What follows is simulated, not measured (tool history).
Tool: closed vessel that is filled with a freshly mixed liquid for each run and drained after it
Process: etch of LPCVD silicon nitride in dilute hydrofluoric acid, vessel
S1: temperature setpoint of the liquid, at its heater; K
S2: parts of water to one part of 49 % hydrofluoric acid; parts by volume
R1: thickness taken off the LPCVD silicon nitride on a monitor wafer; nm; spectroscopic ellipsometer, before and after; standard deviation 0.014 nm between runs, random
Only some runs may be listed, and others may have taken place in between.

{"run": 1, "day": 0.0, "S1": 298.15, "S2": 95, "time in the liquid (s)": 805, "R1": 4.0328}
{"run": 2, "day": 0.112, "S1": 297.65, "S2": 95, "time in the liquid (s)": 805, "R1": 3.893}
{"run": 3, "day": 0.183, "S1": 297.65, "S2": 115, "time in the liquid (s)": 805, "R1": 3.2111}
{"run": 4, "day": 0.55, "S1": 298.15, "S2": 115, "time in the liquid (s)": 805, "R1": 3.3215}
{"run": 5, "day": 0.754, "S1": 298.15, "S2": 145, "time in the liquid (s)": 805, "R1": 2.6488}
{"run": 6, "day": 0.958, "S1": 301.15, "S2": 145, "time in the liquid (s)": 805, "R1": 3.2239}
{"run": 7, "day": 1.162, "S1": 301.65, "S2": 145, "time in the liquid (s)": 805, "R1": 3.3061}

The next listed run, before its measurement:
{"run": 8, "day": 1.246, "S1": 303.15, "S2": 145, "time in the liquid (s)": 805, "R1": "?"}

{"run 8": {"R1": 3.621}}
